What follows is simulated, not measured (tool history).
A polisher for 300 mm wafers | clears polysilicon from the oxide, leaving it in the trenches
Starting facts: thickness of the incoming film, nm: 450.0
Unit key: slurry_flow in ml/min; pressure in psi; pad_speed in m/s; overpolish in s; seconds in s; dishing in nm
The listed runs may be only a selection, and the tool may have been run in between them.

run  hour  slurry_flow  pressure  pad_speed  overpolish  seconds  dishing
  1     0          215       2.1        0.8          13   53.976   55.748
  2   5.6          190       2.1        0.8          13   55.517   55.192
  3  10.6          190       2.1        0.8          17   57.372   63.427
  4  19.4          210       2.1        0.8          17   54.549   61.989
  5  20.5          205       1.8       0.78          16   66.723   56.026
  6  23.4          185       1.8       0.78          16   65.849   56.567

Forecast run 7:
  7    26          185       1.6       0.74          15        ?        ?

Run 7 yielded seconds 79.192 s, dishing 51.089 nm.
